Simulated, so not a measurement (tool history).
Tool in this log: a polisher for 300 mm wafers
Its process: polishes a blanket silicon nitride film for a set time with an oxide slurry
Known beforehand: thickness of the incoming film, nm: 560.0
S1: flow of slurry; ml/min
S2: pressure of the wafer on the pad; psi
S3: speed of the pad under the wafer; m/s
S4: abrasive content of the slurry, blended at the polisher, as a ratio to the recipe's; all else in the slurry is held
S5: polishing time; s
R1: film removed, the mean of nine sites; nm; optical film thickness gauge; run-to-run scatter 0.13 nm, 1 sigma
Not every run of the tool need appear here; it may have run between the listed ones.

run 1 hour=0 | S1=305 S2=4.6 S3=1.02 S4=1 S5=35 | R1=32.741
run 2 hour=7.1 | S1=305 S2=4.6 S3=1.28 S4=1 S5=35 | R1=39.512
run 3 hour=7.9 | S1=275 S2=4.6 S3=1.28 S4=1 S5=35 | R1=38.79
run 4 hour=13.2 | S1=275 S2=4.6 S3=1.18 S4=1 S5=35 | R1=36.276
run 5 hour=15.2 | S1=350 S2=4.6 S3=1.18 S4=1 S5=35 | R1=37.092
run 6 hour=22.2 | S1=345 S2=3.9 S3=1.18 S4=1 S5=35 | R1=31.27
run 7 hour=25.6 | S1=345 S2=3.4 S3=1.18 S4=1 S5=35 | R1=27.833
run 8 hour=33.8 | S1=330 S2=2.1 S3=1.18 S4=1 S5=35 | R1=17.693
run 9 hour=40.3 | S1=360 S2=2.2 S3=1.18 S4=1 S5=35 | R1=18.275

What will run 10 give?
-- hour=45.1 slurry nozzle cleaned
run 10 hour=45.1 | S1=365 S2=2.3 S3=1.18 S4=1 S5=35 | R1=?

R1: 19.422 nm
